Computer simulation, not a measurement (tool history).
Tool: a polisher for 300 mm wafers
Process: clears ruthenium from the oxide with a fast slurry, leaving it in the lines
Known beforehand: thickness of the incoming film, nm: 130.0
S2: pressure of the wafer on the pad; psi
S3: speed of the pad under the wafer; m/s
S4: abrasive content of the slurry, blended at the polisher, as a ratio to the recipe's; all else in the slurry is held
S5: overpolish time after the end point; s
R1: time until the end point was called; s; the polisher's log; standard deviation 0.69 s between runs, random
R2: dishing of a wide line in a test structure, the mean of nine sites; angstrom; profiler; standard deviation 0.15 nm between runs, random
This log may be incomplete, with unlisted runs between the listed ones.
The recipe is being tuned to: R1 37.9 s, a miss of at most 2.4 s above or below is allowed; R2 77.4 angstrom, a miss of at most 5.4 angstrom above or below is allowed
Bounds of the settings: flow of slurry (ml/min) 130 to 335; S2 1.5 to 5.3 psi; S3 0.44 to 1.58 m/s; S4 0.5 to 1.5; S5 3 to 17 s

Run 1, hour 0: flow of slurry (ml/min) 215, S2 3.4 psi, S3 1 m/s, S4 1, S5 9 s. Result: R1 27.215 s, R2 291.95 angstrom.
Run 2, hour 8.7: flow of slurry (ml/min) 215, S2 3.2 psi, S3 0.98 m/s, S4 1, S5 8 s. Result: R1 30.195 s, R2 247.91 angstrom.
Run 3, hour 10.7: flow of slurry (ml/min) 210, S2 3.4 psi, S3 0.9 m/s, S4 0.95, S5 7 s. Result: R1 31.525 s, R2 209.43 angstrom.
Run 4, hour 13: flow of slurry (ml/min) 210, S2 3.4 psi, S3 0.7 m/s, S4 0.95, S5 7 s. Result: R1 37.683 s, R2 171.9 angstrom.
Run 5, hour 14.5: flow of slurry (ml/min) 210, S2 3.9 psi, S3 0.7 m/s, S4 0.95, S5 7 s. Result: R1 31.62 s, R2 205.74 angstrom.
Run 6, hour 16.6: flow of slurry (ml/min) 155, S2 3.9 psi, S3 0.7 m/s, S4 0.95, S5 7 s. Result: R1 34.696 s, R2 186.09 angstrom.
Run 7, hour 21.6: flow of slurry (ml/min) 155, S2 3.9 psi, S3 0.7 m/s, S4 0.95, S5 7 s. Result: R1 34.703 s, R2 189.15 angstrom.
Run 8, hour 27.4: flow of slurry (ml/min) 155, S2 2.9 psi, S3 0.68 m/s, S4 0.95, S5 3 s. Result: R1 48.031 s, R2 60.865 angstrom.
Run 9, hour 33.7: flow of slurry (ml/min) 160, S2 3.1 psi, S3 0.88 m/s, S4 1, S5 3 s. Result: R1 35.474 s, R2 86.278 angstrom.

Which of these 5 next moves meets every target?
Run A, hour 40: flow of slurry (ml/min) 160, S2 2.9 psi, S3 0.82 m/s, S4 1.25, S5 3 s. Result: R1 ?, R2 ?.
Run B, hour 40: flow of slurry (ml/min) 145, S2 3.3 psi, S3 0.96 m/s, S4 0.95, S5 3 s. Result: R1 ?, R2 ?.
Run C, hour 40: flow of slurry (ml/min) 140, S2 2.8 psi, S3 0.9 m/s, S4 1, S5 4 s. Result: R1 ?, R2 ?.
Run D, hour 40: flow of slurry (ml/min) 160, S2 3 psi, S3 0.8 m/s, S4 0.9, S5 4 s. Result: R1 ?, R2 ?.
Run E, hour 40: flow of slurry (ml/min) 295, S2 3.1 psi, S3 0.8 m/s, S4 1.5, S5 3 s. Result: R1 ?, R2 ?.

move      R1      R2
   A  36.798  80.501
   B  31.841  92.676
   C  38.941  100.78
   D  40.444  97.146
   E  30.725  95.944
A: in spec on every target
B: further off than the last run
C: further off than the last run
D: further off than the last run
E: further off than the last run
Go with A: it meets all targets.

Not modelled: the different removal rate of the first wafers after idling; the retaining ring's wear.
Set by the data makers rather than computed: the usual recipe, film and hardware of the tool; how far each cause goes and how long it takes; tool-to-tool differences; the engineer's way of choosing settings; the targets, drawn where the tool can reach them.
